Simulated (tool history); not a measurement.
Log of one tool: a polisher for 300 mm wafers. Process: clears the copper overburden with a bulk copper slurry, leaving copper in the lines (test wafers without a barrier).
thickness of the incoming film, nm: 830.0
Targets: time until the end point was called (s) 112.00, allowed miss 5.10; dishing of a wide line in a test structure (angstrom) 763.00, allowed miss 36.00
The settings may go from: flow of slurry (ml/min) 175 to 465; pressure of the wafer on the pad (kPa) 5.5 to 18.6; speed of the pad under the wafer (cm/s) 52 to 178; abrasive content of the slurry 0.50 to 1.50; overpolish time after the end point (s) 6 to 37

run    day  flow of slurry (ml/min)  pressure of the wafer on the pad (kPa)  speed of the pad under the wafer (cm/s)  abrasive content of the slurry  overpolish time after the end point (s)  time until the end point was called (s)  dishing of a wide line in a test structure (angstrom)
  1  0.000                      295                                    11.7                                      114                            1.00                                       19                                   134.04                                                 639.45
  2  0.283                      360                                    11.7                                      114                            1.00                                       19                                   129.61                                                 617.73
  3  0.508                      360                                    11.7                                      114                            0.90                                       19                                   135.96                                                 619.51
  4  0.658                      360                                    11.7                                      114                            1.00                                       19                                   131.95                                                 621.95
  5  0.721                      360                                    11.7                                      114                            0.85                                       19                                   137.83                                                 611.22
  6  0.883                      360                                    11.7                                      114                            1.05                                       19                                   126.51                                                 641.73
  7  1.125                      360                                    12.4                                      114                            1.05                                       21                                   125.02                                                 685.49
  8  1.433                      360                                    13.1                                      114                            1.05                                       21                                   115.59                                                 707.89
  9  1.508                      355                                    13.1                                      114                            1.05                                       22                                   119.59                                                 735.09

5 next moves are on the table. One of them brings every result within its allowed miss. Which?
  A  1.583                      310                                    14.5                                      110                            1.05                                       34                                        ?                                                      ?
  B  1.583                      305                                    12.4                                      134                            1.00                                       25                                        ?                                                      ?
  C  1.583                      375                                    16.5                                      100                            1.20                                       19                                        ?                                                      ?
  D  1.583                      315                                    13.8                                      114                            1.20                                       17                                        ?                                                      ?
  E  1.583                      390                                    13.1                                      114                            0.90                                       26                                        ?                                                      ?

move  time until the end point was called (s)  dishing of a wide line in a test structure (angstrom)
   A                                   110.96                                                 844.61
   B                                   109.86                                                 753.14
   C                                   101.04                                                 747.75
   D                                   109.50                                                 664.20
   E                                   120.22                                                 750.79
A: brings the result that was furthest off to its target, and leaves another outside
B: meets every target
C: takes the result that was furthest off past its target
D: brings the result that was furthest off to its target, and leaves another outside
E: further off than the last run
Answer: B
